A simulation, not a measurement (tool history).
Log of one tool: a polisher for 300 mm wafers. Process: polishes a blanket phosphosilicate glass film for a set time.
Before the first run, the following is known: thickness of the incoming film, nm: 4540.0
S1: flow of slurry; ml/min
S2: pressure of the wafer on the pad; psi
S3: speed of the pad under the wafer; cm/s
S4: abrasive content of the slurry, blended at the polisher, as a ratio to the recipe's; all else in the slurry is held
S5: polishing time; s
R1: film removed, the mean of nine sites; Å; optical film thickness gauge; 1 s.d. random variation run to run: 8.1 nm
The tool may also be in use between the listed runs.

{"run": 1, "hour": 0.0, "S1": 170, "S2": 4.1, "S3": 82, "S4": 1, "S5": 50, "R1": 5543.4}
{"run": 2, "hour": 8.3, "S1": 175, "S2": 4.4, "S3": 82, "S4": 1, "S5": 50, "R1": 6007.6}
{"run": 3, "hour": 11.3, "S1": 135, "S2": 4.4, "S3": 82, "S4": 1, "S5": 50, "R1": 5677.2}
{"run": 4, "hour": 13.9, "S1": 145, "S2": 4.6, "S3": 82, "S4": 1, "S5": 50, "R1": 5930.1}
{"run": 5, "hour": 16.0, "S1": 145, "S2": 5.3, "S3": 82, "S4": 1, "S5": 50, "R1": 6962.1}
{"run": 6, "hour": 17.1, "S1": 155, "S2": 5.4, "S3": 82, "S4": 1, "S5": 50, "R1": 7211}
{"run": 7, "hour": 18.1, "S1": 165, "S2": 5.5, "S3": 82, "S4": 1, "S5": 50, "R1": 7290.6}
{"run": 8, "hour": 18.6, "S1": 170, "S2": 5.6, "S3": 82, "S4": 1, "S5": 50, "R1": 7571.4}

Run 9 comes next. What will it give?
{"run": 9, "hour": 22.1, "S1": 175, "S2": 5.7, "S3": 82, "S4": 1, "S5": 50, "R1": "?"}

Run 9 produced R1 7665.1 Å.
